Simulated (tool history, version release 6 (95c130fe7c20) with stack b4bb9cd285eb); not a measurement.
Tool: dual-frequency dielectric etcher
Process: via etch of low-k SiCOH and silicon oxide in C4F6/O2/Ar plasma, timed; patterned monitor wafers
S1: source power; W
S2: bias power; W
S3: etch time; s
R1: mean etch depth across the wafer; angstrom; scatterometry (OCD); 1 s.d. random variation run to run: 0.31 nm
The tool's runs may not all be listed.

run 1 hour=0.0 | S1=320 S2=245 S3=35.0 | R1=836.13
run 2 hour=4.1 | S1=300 S2=235 S3=34.5 | R1=783.32
run 3 hour=7.1 | S1=270 S2=235 S3=34.5 | R1=754.01
run 4 hour=13.2 | S1=270 S2=264 S3=34.5 | R1=777.67
run 5 hour=21.0 | S1=260 S2=260 S3=34.5 | R1=761.05
run 6 hour=25.5 | S1=280 S2=260 S3=34.5 | R1=791.26

Expected results for the next run?
-- hour=34.2 wet clean of the chamber
run 7 hour=34.2 | S1=220 S2=240 S3=34.0 | R1=?

Run 7 came out at R1 704.40 angstrom.
